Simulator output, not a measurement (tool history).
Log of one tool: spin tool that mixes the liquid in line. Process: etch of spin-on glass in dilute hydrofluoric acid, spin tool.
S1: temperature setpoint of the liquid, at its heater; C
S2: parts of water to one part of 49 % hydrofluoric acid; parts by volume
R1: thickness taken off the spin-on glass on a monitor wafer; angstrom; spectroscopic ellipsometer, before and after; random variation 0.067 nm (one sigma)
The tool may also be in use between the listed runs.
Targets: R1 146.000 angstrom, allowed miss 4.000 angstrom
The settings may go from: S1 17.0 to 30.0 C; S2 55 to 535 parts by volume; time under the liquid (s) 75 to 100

run 1 hour=0.0 | S1=22.0 S2=295 time_under_the_liquid_(s)=100 | R1=106.340
run 2 hour=3.5 | S1=22.0 S2=295 time_under_the_liquid_(s)=75 | R1=79.196
run 3 hour=5.9 | S1=24.0 S2=270 time_under_the_liquid_(s)=75 | R1=96.231
run 4 hour=12.3 | S1=24.0 S2=270 time_under_the_liquid_(s)=75 | R1=95.690
-- hour=19.6 thermometer replaced
run 5 hour=19.6 | S1=25.5 S2=245 time_under_the_liquid_(s)=75 | R1=108.540
run 6 hour=26.0 | S1=26.5 S2=225 time_under_the_liquid_(s)=75 | R1=124.600
run 7 hour=27.2 | S1=27.5 S2=220 time_under_the_liquid_(s)=75 | R1=133.040
run 8 hour=28.8 | S1=28.0 S2=220 time_under_the_liquid_(s)=75 | R1=134.860
run 9 hour=32.7 | S1=28.5 S2=220 time_under_the_liquid_(s)=75 | R1=136.850

Which of these 5 next moves meets every target?
run A hour=36.6 | S1=27.5 S2=255 time_under_the_liquid_(s)=90 | R1=?
run B hour=36.6 | S1=29.0 S2=230 time_under_the_liquid_(s)=75 | R1=?
run C hour=36.6 | S1=29.5 S2=245 time_under_the_liquid_(s)=95 | R1=?
run D hour=36.6 | S1=29.5 S2=215 time_under_the_liquid_(s)=75 | R1=?
run E hour=36.6 | S1=28.5 S2=235 time_under_the_liquid_(s)=75 | R1=?

move=A R1=132.390
move=B R1=132.430
move=C R1=157.420
move=D R1=146.690
move=E R1=126.690
A: further off than the last run
B: further off than the last run
C: takes the result that was furthest off past its target
D: meets every target
E: further off than the last run
Move D is the one to make.
